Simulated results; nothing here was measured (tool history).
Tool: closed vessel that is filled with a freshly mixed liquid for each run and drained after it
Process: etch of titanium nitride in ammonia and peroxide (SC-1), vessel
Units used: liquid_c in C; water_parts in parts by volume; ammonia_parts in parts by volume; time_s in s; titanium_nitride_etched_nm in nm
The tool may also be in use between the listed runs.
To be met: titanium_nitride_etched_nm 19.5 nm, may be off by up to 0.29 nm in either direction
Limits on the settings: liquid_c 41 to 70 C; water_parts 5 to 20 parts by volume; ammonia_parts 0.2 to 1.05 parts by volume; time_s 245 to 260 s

{"run": 1, "day": 0.0, "liquid_c": 57, "water_parts": 11, "ammonia_parts": 0.55, "time_s": 245, "titanium_nitride_etched_nm": 32.349}
{"run": 2, "day": 0.288, "liquid_c": 64, "water_parts": 11, "ammonia_parts": 0.55, "time_s": 245, "titanium_nitride_etched_nm": 50.715}
{"run": 3, "day": 0.646, "liquid_c": 61, "water_parts": 11, "ammonia_parts": 0.55, "time_s": 245, "titanium_nitride_etched_nm": 41.523}
{"run": 4, "day": 0.717, "liquid_c": 59, "water_parts": 11, "ammonia_parts": 0.55, "time_s": 245, "titanium_nitride_etched_nm": 36.644}
{"run": 5, "day": 0.783, "liquid_c": 57, "water_parts": 11, "ammonia_parts": 0.55, "time_s": 245, "titanium_nitride_etched_nm": 32.3}
{"run": 6, "day": 0.992, "liquid_c": 53, "water_parts": 11, "ammonia_parts": 0.55, "time_s": 245, "titanium_nitride_etched_nm": 24.775}
{"run": 7, "day": 1.15, "liquid_c": 52.5, "water_parts": 11, "ammonia_parts": 0.55, "time_s": 245, "titanium_nitride_etched_nm": 23.62}
{"run": 8, "day": 1.467, "liquid_c": 52, "water_parts": 11, "ammonia_parts": 0.55, "time_s": 245, "titanium_nitride_etched_nm": 22.987}
{"run": 9, "day": 1.7, "liquid_c": 49, "water_parts": 11, "ammonia_parts": 0.55, "time_s": 245, "titanium_nitride_etched_nm": 18.925}
{"day": 1.775, "done": "thermometer replaced"}
{"run": 10, "day": 1.775, "liquid_c": 49.5, "water_parts": 11, "ammonia_parts": 0.55, "time_s": 245, "titanium_nitride_etched_nm": 17.631}

Below are 5 possible settings for the next run. Only one of them brings all results inside the allowed miss of their targets. Which is it?
{"run": "A", "day": 1.85, "liquid_c": 50, "water_parts": 10, "ammonia_parts": 0.6, "time_s": 255, "titanium_nitride_etched_nm": "?"}
{"run": "B", "day": 1.85, "liquid_c": 50.5, "water_parts": 10.5, "ammonia_parts": 0.5, "time_s": 250, "titanium_nitride_etched_nm": "?"}
{"run": "C", "day": 1.85, "liquid_c": 47.5, "water_parts": 12.5, "ammonia_parts": 0.75, "time_s": 255, "titanium_nitride_etched_nm": "?"}
{"run": "D", "day": 1.85, "liquid_c": 51, "water_parts": 16, "ammonia_parts": 0.55, "time_s": 245, "titanium_nitride_etched_nm": "?"}
{"run": "E", "day": 1.85, "liquid_c": 49.5, "water_parts": 9, "ammonia_parts": 0.45, "time_s": 260, "titanium_nitride_etched_nm": "?"}

move=A titanium_nitride_etched_nm=20.303
move=B titanium_nitride_etched_nm=19.472
move=C titanium_nitride_etched_nm=15.743
move=D titanium_nitride_etched_nm=16.029
move=E titanium_nitride_etched_nm=20.094
A: carries the result that was furthest off beyond its target, to the other side
B: meets every target
C: lands further from the targets than the last run did
D: lands further from the targets than the last run did
E: carries the result that was furthest off beyond its target, to the other side
So the answer is move B, the one that meets all the targets.
